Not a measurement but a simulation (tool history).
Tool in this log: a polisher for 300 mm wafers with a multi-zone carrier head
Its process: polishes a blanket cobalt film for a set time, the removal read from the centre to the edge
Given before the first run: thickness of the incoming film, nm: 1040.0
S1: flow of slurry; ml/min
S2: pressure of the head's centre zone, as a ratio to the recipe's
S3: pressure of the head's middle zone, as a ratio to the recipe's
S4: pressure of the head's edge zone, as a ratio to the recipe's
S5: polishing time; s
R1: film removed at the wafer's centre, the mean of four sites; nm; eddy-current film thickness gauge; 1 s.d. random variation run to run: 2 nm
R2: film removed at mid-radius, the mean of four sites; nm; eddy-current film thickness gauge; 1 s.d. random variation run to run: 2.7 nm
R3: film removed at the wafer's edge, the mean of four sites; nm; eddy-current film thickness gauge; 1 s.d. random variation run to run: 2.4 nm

| run | day | S1 | S2 | S3 | S4 | S5 | R1 | R2 | R3 |
|---|---|---|---|---|---|---|---|---|---|
| 1 | 0 | 185 | 1 | 1 | 1 | 59 | 163.41 | 157.66 | 163.44 |
| 2 | 0.375 | 185 | 1 | 0.94 | 1 | 59 | 163.33 | 150.29 | 164.92 |
| 3 | 0.708 | 185 | 0.93 | 0.94 | 1 | 59 | 153.08 | 152.76 | 164.3 |
| 4 | 0.971 | 185 | 0.93 | 0.94 | 0.93 | 59 | 153.31 | 150.82 | 154.31 |
| 5 | 1.004 | 185 | 0.93 | 0.94 | 0.93 | 46 | 119.47 | 119.75 | 124.11 |
| 6 | 1.346 | 195 | 0.96 | 0.96 | 0.95 | 49 | 131.72 | 131.01 | 135.67 |
| 7 | 1.425 | 200 | 0.99 | 0.97 | 0.95 | 52 | 146.72 | 137.28 | 142.15 |

Run 8 has not been measured yet. What should we expect?
|  | 1.642 | slurry nozzle cleaned |
| 8 | 1.642 | 210 | 1.01 | 0.99 | 0.97 | 54 | ? | ? | ? |

R1: 169.7 nm
R2: 160.41 nm
R3: 161.77 nm
